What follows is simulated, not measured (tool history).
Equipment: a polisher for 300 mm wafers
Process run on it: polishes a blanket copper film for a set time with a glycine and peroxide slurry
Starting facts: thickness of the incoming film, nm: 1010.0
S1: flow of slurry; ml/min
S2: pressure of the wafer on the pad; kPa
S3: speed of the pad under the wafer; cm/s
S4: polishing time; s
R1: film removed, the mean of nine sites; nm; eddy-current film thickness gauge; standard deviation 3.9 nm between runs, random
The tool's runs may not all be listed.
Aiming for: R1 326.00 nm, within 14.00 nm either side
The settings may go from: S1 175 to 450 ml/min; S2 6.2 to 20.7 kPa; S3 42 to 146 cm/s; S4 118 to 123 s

run,hour,S1,S2,S3,S4,R1
1,0.0,290,13.1,94,118,396.26
2,2.7,290,12.4,94,118,391.13
3,8.1,290,12.4,94,123,409.01
4,9.1,290,14.5,94,123,442.28
5,13.6,290,13.8,92,123,418.59
6,22.5,290,13.1,92,123,414.95
7,31.3,290,12.4,92,123,393.21
8,35.3,290,11.7,92,123,376.61

5 next moves are on the table. One of them brings every result within its allowed miss. Which?
A,39.3,365,16.5,68,118,?
B,39.3,355,9.7,86,118,?
C,39.3,315,9.7,96,118,?
D,39.3,295,13.1,106,123,?
E,39.3,285,11.7,94,118,?

move,R1
A,374.86
B,339.34
C,361.65
D,464.80
E,385.67
A: neither nearer nor further off than the last run
B: all results land within tolerance of their targets
C: closes in on the targets versus the last run, not all within tolerance yet
D: moves away from the targets compared with the last run
E: moves away from the targets compared with the last run
B meets every target.

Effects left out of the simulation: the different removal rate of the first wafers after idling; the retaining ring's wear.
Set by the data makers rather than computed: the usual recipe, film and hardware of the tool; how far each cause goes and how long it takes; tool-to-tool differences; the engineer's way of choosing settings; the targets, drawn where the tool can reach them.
